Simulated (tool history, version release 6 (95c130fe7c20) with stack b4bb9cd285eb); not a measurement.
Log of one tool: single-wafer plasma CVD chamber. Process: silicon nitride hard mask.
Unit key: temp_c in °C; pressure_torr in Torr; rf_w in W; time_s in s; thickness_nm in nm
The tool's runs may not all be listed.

run,day,temp_c,pressure_torr,rf_w,time_s,thickness_nm
1,0.000,380,1.55,295,46.3,55.821
2,0.246,380,1.55,335,46.3,60.874
3,0.492,380,1.55,335,46.3,60.524
4,0.712,380,1.62,335,46.3,61.241
5,0.958,380,1.62,320,46.3,58.828
6,1.096,373,1.62,320,46.3,59.638

What will run 7 give?
7,1.138,373,1.71,325,46.3,?

Run 7 gave thickness_nm 60.511 nm.

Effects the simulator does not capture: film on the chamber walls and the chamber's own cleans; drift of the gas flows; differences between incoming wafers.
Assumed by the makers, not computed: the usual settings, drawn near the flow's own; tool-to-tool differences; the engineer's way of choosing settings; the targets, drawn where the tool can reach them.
